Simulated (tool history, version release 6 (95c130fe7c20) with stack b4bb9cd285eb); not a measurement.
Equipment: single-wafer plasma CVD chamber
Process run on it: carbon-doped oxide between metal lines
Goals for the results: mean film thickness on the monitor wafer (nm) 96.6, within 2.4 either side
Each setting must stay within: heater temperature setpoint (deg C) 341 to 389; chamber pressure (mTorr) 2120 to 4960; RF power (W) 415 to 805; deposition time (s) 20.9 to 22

run,hour,heater temperature setpoint (deg C),chamber pressure (mTorr),RF power (W),deposition time (s),mean film thickness on the monitor wafer (nm)
1,0,365,3540,610,22,107.76
2,8.6,365,3540,610,22,108.31
3,15.7,365,2930,610,22,106.04
4,19.5,365,2930,610,22,106.35
5,20.1,370,2930,610,22,104.87
6,21.6,370,2930,680,22,114.87
7,23.3,370,2920,665,21.9,112.23
8,28.1,370,2910,655,21.9,111.73
9,30.4,370,2910,645,21.8,108.93
10,38.1,370,2890,635,21.8,107.64

Below are 4 possible settings for the next run. Only one of them brings all results inside the allowed miss of their targets. Which is it?
A,45.8,366,3290,580,20.9,?
B,45.8,364,2390,745,21.7,?
C,45.8,369,2740,565,20.9,?
D,45.8,374,2850,670,22,?

move,mean film thickness on the monitor wafer (nm)
A,96.844
B,123.13
C,92.358
D,112.33
A: all results in spec
B: the biggest miss grows against the last run
C: takes the biggest miss from the last run beyond its target
D: the biggest miss grows against the last run
Go with A: it meets all targets.

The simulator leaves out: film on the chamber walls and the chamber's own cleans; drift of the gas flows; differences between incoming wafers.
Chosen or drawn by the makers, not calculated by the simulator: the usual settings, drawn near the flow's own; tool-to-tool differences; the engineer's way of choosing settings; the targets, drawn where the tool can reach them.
